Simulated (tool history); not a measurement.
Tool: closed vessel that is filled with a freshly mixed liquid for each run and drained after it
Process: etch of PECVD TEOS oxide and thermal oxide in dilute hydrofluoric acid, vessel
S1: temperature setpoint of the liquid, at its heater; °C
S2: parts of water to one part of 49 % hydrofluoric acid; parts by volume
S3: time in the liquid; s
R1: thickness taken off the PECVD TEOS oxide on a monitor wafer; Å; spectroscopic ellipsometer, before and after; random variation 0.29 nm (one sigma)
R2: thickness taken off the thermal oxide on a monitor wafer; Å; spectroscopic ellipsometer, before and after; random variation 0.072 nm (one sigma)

run,hour,S1,S2,S3,R1,R2
1,0.0,25.0,100,60,184.66,30.557
2,8.8,26.5,95,60,208.46,35.477
3,13.0,27.0,90,60,226.34,37.802
4,21.5,28.0,90,60,229.64,38.429
5,24.1,29.0,85,60,260.21,42.310
6,28.9,29.0,80,60,280.45,46.407
7,30.1,29.5,80,60,281.67,46.243
8,37.0,29.5,80,60,281.08,47.783

Forecast run 9:
9,45.8,30.0,80,60,?,?

Run 9 gave R1 284.23 Å, R2 49.117 Å.
